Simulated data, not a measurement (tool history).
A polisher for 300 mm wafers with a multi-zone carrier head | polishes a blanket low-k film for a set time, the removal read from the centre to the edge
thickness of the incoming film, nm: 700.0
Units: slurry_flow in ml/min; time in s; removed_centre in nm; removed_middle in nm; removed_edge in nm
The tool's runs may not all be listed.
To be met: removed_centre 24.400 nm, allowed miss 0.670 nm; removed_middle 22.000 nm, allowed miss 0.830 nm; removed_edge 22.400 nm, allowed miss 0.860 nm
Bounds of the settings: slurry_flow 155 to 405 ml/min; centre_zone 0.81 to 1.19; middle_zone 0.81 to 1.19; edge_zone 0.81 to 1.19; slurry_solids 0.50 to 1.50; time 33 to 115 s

run 1 hour=0.0 | slurry_flow=260 centre_zone=1.00 middle_zone=1.00 edge_zone=1.00 slurry_solids=1.00 time=73 | removed_centre=40.209 removed_middle=38.604 removed_edge=38.683
run 2 hour=1.4 | slurry_flow=260 centre_zone=1.00 middle_zone=0.98 edge_zone=0.98 slurry_solids=0.90 time=70 | removed_centre=36.823 removed_middle=35.033 removed_edge=35.219
run 3 hour=4.9 | slurry_flow=260 centre_zone=1.00 middle_zone=0.98 edge_zone=0.98 slurry_solids=0.90 time=80 | removed_centre=42.249 removed_middle=40.805 removed_edge=40.772
run 4 hour=8.2 | slurry_flow=260 centre_zone=1.00 middle_zone=0.98 edge_zone=0.98 slurry_solids=0.90 time=95 | removed_centre=50.449 removed_middle=48.450 removed_edge=49.052
run 5 hour=11.9 | slurry_flow=260 centre_zone=1.00 middle_zone=0.96 edge_zone=0.96 slurry_solids=0.85 time=88 | removed_centre=44.868 removed_middle=41.927 removed_edge=42.915
run 6 hour=14.1 | slurry_flow=260 centre_zone=0.99 middle_zone=0.95 edge_zone=0.94 slurry_solids=0.80 time=83 | removed_centre=40.758 removed_middle=38.663 removed_edge=38.533
run 7 hour=15.4 | slurry_flow=255 centre_zone=0.98 middle_zone=0.93 edge_zone=0.93 slurry_solids=0.75 time=79 | removed_centre=37.639 removed_middle=34.925 removed_edge=35.593
run 8 hour=16.5 | slurry_flow=255 centre_zone=0.97 middle_zone=0.92 edge_zone=0.91 slurry_solids=0.70 time=76 | removed_centre=34.678 removed_middle=32.521 removed_edge=32.840
run 9 hour=22.9 | slurry_flow=255 centre_zone=0.97 middle_zone=0.91 edge_zone=0.90 slurry_solids=0.65 time=73 | removed_centre=32.345 removed_middle=30.516 removed_edge=30.507
run 10 hour=31.5 | slurry_flow=250 centre_zone=0.97 middle_zone=0.89 edge_zone=0.89 slurry_solids=0.60 time=71 | removed_centre=30.030 removed_middle=28.019 removed_edge=28.298
run 11 hour=35.5 | slurry_flow=245 centre_zone=0.97 middle_zone=0.88 edge_zone=0.88 slurry_solids=0.60 time=70 | removed_centre=29.473 removed_middle=26.784 removed_edge=27.739
run 12 hour=42.1 | slurry_flow=245 centre_zone=0.97 middle_zone=0.88 edge_zone=0.87 slurry_solids=0.60 time=69 | removed_centre=28.858 removed_middle=26.689 removed_edge=27.298
run 13 hour=47.7 | slurry_flow=245 centre_zone=0.97 middle_zone=0.88 edge_zone=0.86 slurry_solids=0.60 time=68 | removed_centre=28.226 removed_middle=25.862 removed_edge=26.540

Which of these 4 next moves meets every target?
run A hour=53.3 | slurry_flow=305 centre_zone=0.96 middle_zone=1.11 edge_zone=0.81 slurry_solids=0.50 time=58 | removed_centre=? removed_middle=? removed_edge=?
run B hour=53.3 | slurry_flow=310 centre_zone=1.11 middle_zone=0.94 edge_zone=0.83 slurry_solids=0.50 time=58 | removed_centre=? removed_middle=? removed_edge=?
run C hour=53.3 | slurry_flow=225 centre_zone=0.93 middle_zone=0.89 edge_zone=0.85 slurry_solids=0.65 time=56 | removed_centre=? removed_middle=? removed_edge=?
run D hour=53.3 | slurry_flow=275 centre_zone=0.96 middle_zone=0.86 edge_zone=0.81 slurry_solids=0.50 time=64 | removed_centre=? removed_middle=? removed_edge=?

move=A removed_centre=22.590 removed_middle=24.698 removed_edge=20.528
move=B removed_centre=26.167 removed_middle=21.822 removed_edge=20.816
move=C removed_centre=23.080 removed_middle=22.230 removed_edge=22.505
move=D removed_centre=24.581 removed_middle=22.307 removed_edge=22.526
A: takes the result that was furthest off past its target
B: nearer than the last run, and not there yet
C: takes the result that was furthest off past its target
D: meets every target
Move D is the one to make.
